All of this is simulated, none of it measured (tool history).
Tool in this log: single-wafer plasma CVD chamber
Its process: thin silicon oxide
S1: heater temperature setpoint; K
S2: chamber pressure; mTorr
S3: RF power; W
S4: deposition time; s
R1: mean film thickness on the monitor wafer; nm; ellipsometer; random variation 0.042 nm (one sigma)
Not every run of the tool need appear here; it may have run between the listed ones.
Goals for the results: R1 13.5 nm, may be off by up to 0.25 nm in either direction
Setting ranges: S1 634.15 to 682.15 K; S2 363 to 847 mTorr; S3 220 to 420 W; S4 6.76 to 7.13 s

run   hour      S1   S2   S3    S4      R1
  1      0  658.15  605  320  7.13  10.546
  2    4.9  658.15  631  320  7.13  10.905
  3    8.6  658.15  656  320  7.13  11.309
  4     12  658.15  656  320  6.76  10.692
  5   15.3  658.15  656  320  6.76    10.7
  6   24.3  658.15  615  320  6.76   10.11
  7   30.3  658.15  651  320  6.76  10.601
  8     36  658.15  683  320  6.76    11.2
  9   43.6  658.15  706  320  6.76  11.418
 10   46.1  658.15  730  320  6.76  11.716
 11   52.8  658.15  751  320  6.76  12.106
 12   59.5  658.15  767  320  6.76  12.399
 13   60.4  658.15  779  320  6.76  12.547
 14   68.2  658.15  789  320  6.76  12.717
 15   76.1  658.15  789  320  6.76  12.591
 16   83.4  658.15  800  320  6.76  12.879
 17   91.6  658.15  807  320  6.76  12.921
 18   97.1  658.15  814  320  6.76  12.977
 19   97.9  658.15  820  320  6.76  13.075
 20  105.9  658.15  825  320  6.76  13.131
 21  109.1  658.15  829  320  6.76  13.191
 22  117.9  658.15  832  320  6.76  13.209

5 candidate next runs follow, results not yet known. Just one meets every target within its allowed miss. Identify it.
  A  126.7  652.15  818  320  6.76   ?
  B  126.7  660.15  847  300  6.89   ?
  C  126.7  664.15  800  330  6.76   ?
  D  126.7  653.15  796  325  6.76   ?
  E  126.7  666.15  810  335  6.76   ?

move      R1
   A  13.117
   B  13.412
   C  12.881
   D  12.872
   E   13.06
A: lands further from the targets than the last run did
B: every result lands within tolerance
C: lands further from the targets than the last run did
D: lands further from the targets than the last run did
E: lands further from the targets than the last run did
The right move is B.

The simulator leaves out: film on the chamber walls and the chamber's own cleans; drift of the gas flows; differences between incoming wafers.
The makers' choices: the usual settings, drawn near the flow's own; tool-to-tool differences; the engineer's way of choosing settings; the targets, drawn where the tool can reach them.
